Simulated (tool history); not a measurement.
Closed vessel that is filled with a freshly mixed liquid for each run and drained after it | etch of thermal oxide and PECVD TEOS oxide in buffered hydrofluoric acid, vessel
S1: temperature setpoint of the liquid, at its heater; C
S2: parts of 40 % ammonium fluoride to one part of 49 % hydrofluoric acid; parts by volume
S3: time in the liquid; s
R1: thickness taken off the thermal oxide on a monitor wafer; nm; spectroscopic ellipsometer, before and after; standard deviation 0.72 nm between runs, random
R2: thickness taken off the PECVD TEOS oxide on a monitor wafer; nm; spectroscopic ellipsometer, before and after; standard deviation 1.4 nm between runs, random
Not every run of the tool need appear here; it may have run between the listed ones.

| run | hour | S1 | S2 | S3 | R1 | R2 |
|---|---|---|---|---|---|---|
| 1 | 0.0 | 25.0 | 14.5 | 60 | 46.532 | 171.72 |
| 2 | 8.1 | 25.0 | 14.5 | 75 | 58.031 | 213.99 |
| 3 | 15.3 | 27.0 | 14.5 | 75 | 64.892 | 239.90 |
| 4 | 20.5 | 28.5 | 14.5 | 75 | 70.052 | 259.39 |
| 5 | 24.8 | 25.5 | 14.5 | 75 | 59.066 | 220.44 |
| 6 | 32.9 | 27.5 | 14.5 | 75 | 66.800 | 245.41 |
| 7 | 33.8 | 29.0 | 14.5 | 75 | 71.892 | 266.09 |

Estimate the outcome of run 8 from the log above:
| 8 | 41.9 | 29.0 | 14.5 | 75 | ? | ? |

{"run 8": {"R1": 72.341, "R2": 265.86}}

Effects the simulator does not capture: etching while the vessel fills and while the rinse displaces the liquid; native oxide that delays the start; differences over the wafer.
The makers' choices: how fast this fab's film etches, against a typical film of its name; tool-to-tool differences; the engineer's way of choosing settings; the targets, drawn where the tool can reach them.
